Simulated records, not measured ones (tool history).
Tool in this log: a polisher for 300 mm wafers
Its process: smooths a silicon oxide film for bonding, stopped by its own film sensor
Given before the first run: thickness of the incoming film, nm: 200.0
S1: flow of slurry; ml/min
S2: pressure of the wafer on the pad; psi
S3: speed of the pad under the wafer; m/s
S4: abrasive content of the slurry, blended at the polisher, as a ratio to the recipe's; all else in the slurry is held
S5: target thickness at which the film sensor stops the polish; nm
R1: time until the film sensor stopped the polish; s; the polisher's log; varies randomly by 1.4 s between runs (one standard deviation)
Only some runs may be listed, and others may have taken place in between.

run 1 hour=0.0 | S1=130 S2=2.0 S3=0.98 S4=1.00 S5=137 | R1=92.329
run 2 hour=5.9 | S1=125 S2=1.8 S3=0.98 S4=1.00 S5=137 | R1=107.330
run 3 hour=7.9 | S1=115 S2=1.8 S3=0.98 S4=1.00 S5=137 | R1=106.300
run 4 hour=9.5 | S1=115 S2=2.0 S3=0.98 S4=1.00 S5=137 | R1=97.725
run 5 hour=10.3 | S1=115 S2=2.0 S3=1.18 S4=1.00 S5=137 | R1=82.958
run 6 hour=12.0 | S1=115 S2=2.0 S3=1.18 S4=1.15 S5=137 | R1=78.132
run 7 hour=20.2 | S1=110 S2=1.7 S3=1.18 S4=1.15 S5=137 | R1=92.140
run 8 hour=26.7 | S1=105 S2=1.5 S3=1.18 S4=1.15 S5=137 | R1=103.390

What will run 9 give?
run 9 hour=34.1 | S1=100 S2=1.4 S3=1.18 S4=1.15 S5=137 | R1=?

Run 9 gave R1 113.170 s.
